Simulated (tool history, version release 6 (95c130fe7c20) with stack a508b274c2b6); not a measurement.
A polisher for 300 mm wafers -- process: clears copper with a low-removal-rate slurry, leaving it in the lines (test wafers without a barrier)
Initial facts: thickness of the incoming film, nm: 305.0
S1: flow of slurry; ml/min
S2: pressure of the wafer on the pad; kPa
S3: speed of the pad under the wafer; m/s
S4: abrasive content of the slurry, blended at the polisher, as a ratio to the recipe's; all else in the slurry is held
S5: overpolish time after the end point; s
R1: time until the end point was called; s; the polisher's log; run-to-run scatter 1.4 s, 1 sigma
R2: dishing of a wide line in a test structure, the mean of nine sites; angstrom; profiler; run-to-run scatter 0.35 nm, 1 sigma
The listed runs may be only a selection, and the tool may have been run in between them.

| run | day | S1 | S2 | S3 | S4 | S5 | R1 | R2 |
|---|---|---|---|---|---|---|---|---|
| 1 | 0 | 205 | 16.5 | 0.96 | 1 | 21 | 171.81 | 306.92 |
| 2 | 0.15 | 205 | 16.5 | 0.96 | 1 | 25 | 173.91 | 339.8 |
| 3 | 0.204 | 205 | 16.5 | 1.08 | 1 | 25 | 153.41 | 387.24 |
| 4 | 0.421 | 215 | 16.5 | 1.08 | 1.05 | 22 | 149.73 | 350.91 |
| 5 | 0.738 | 215 | 20 | 1.08 | 1.05 | 22 | 125.57 | 389.91 |
| 6 | 0.896 | 215 | 20 | 1.08 | 0.95 | 22 | 128.32 | 407.02 |
| 7 | 1.204 | 200 | 20.7 | 1.02 | 1.05 | 19 | 127.66 | 345.48 |
| 8 | 1.333 | 145 | 23.4 | 0.82 | 1.3 | 9 | 142.24 | 161.75 |
| 9 | 1.604 | 140 | 24.1 | 0.84 | 1.35 | 8 | 133.52 | 149.08 |

Predict the results of run 10:
| 10 | 1.942 | 135 | 24.1 | 0.86 | 1.4 | 8 | ? | ? |

{"run 10": {"R1": 133.01, "R2": 153.19}}
